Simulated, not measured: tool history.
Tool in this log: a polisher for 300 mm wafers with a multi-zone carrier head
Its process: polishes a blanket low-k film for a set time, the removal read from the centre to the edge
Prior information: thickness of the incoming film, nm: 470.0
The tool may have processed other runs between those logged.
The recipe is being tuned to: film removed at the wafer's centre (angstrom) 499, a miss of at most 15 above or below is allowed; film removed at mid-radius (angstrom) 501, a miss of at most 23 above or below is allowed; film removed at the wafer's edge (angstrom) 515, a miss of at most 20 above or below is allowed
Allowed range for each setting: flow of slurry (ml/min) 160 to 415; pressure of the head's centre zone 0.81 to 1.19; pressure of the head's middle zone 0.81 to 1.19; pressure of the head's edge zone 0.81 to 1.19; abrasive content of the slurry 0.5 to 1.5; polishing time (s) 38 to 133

run	hour	flow of slurry (ml/min)	pressure of the head's centre zone	pressure of the head's middle zone	pressure of the head's edge zone	abrasive content of the slurry	polishing time (s)	film removed at the wafer's centre (angstrom)	film removed at mid-radius (angstrom)	film removed at the wafer's edge (angstrom)
1	0	265	1	1	1	1	85	311.57	327.32	339.57
2	5.9	265	1	1	0.95	1	85	304.3	316.62	325.15
3	12.3	270	1.02	1.01	0.99	1.1	86	331.6	342.06	351.31
4	20.5	270	1.02	1.08	0.99	1.1	86	329.74	362.05	352.95
5	28.4	275	1.04	1.08	1.02	1.2	88	361.38	381.04	384.88
6	29.4	215	1.04	1.08	1.02	1.2	88	348.28	372.47	377.65
7	33.1	215	1.04	1.08	1.02	1.2	88	347.42	375.85	365.07
8	39.2	235	1.06	1.1	1.05	1.25	90	375.42	399.07	407.8
# hour 42.4: centre zone pressure recalibrated
9	42.4	250	1.08	1.12	1.06	1.3	91	427.36	423.66	409.46
10	46.6	260	1.07	1.12	1.08	1.35	92	447.17	429.05	431.06
11	47.2	255	1.05	1.13	1.09	1.4	94	453.67	447.42	442.79
12	54.5	240	1.04	1.13	1.1	1.4	96	450.75	445.67	449.16
13	58.6	230	1.03	1.14	1.11	1.4	98	451.58	466.71	472.24
14	59.3	235	1.03	1.15	1.12	1.4	99	454.61	476	462.74
15	64.3	230	1.03	1.14	1.12	1.4	100	460.25	476.32	472.77
16	66.7	230	1.03	1.14	1.13	1.4	101	468.29	485.47	475.91
17	71.3	225	1.02	1.13	1.13	1.4	102	470.97	485.01	481.34

Which of these 5 next moves meets every target?
A	75.9	170	0.95	1	1.08	1.35	116	?	?	?
B	75.9	195	0.92	1.16	1.15	1.3	112	?	?	?
C	75.9	190	0.84	1.14	1.1	1.3	118	?	?	?
D	75.9	240	0.9	1.07	1.15	1.5	111	?	?	?
E	75.9	260	1	1.07	1.09	1.5	105	?	?	?

move	film removed at the wafer's centre (angstrom)	film removed at mid-radius (angstrom)	film removed at the wafer's edge (angstrom)
A	466.42	455.41	514.64
B	444.12	497.31	511.74
C	429.3	514.84	526.93
D	472.98	506.19	550.05
E	497.39	483.6	512.03
A: its largest miss is bigger than the last run's
B: its largest miss is bigger than the last run's
C: its largest miss is bigger than the last run's
D: closes in on the targets versus the last run, not all within tolerance yet
E: in spec on every target
Answer: E

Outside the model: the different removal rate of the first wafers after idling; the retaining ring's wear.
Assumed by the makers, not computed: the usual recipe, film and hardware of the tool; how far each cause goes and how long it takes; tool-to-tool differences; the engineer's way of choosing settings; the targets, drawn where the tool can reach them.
